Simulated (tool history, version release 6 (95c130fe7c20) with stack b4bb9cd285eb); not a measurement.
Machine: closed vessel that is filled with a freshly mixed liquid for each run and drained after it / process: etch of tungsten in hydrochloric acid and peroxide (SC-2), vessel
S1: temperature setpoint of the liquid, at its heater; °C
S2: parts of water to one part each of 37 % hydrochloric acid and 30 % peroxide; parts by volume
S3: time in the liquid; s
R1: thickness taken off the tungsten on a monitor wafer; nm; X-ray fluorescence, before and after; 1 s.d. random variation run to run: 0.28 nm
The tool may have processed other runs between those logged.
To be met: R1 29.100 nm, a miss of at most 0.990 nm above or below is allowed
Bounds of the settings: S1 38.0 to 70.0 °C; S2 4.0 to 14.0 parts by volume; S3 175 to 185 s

run	hour	S1	S2	S3	R1
1	0.0	54.0	7.5	175	82.522
2	5.1	54.0	10.5	175	61.484
3	10.7	51.0	10.5	175	50.376
4	16.9	49.0	10.5	175	45.004
5	18.8	49.0	8.0	175	56.024
6	21.8	49.0	8.0	185	58.800
7	22.6	46.5	8.0	185	49.302
8	23.5	44.5	8.0	185	43.285
9	26.7	43.0	8.0	185	38.230
10	34.5	42.0	8.0	185	36.814
11	43.2	41.0	8.0	185	33.503
12	49.7	40.5	8.0	185	32.356
13	50.8	40.0	8.0	185	31.225
14	54.0	39.5	8.0	185	29.873

Which one of the following 4 next-run settings gets every result inside its allowed miss? There is exactly one.
A	57.2	38.5	7.0	185	?
B	57.2	40.5	8.5	175	?
C	57.2	39.5	7.5	180	?
D	57.2	40.0	7.5	175	?

move	R1
A	31.495
B	29.446
C	31.181
D	31.412
A: further off than the last run
B: every result within its allowed miss
C: further off than the last run
D: further off than the last run
The move that meets every target is B.
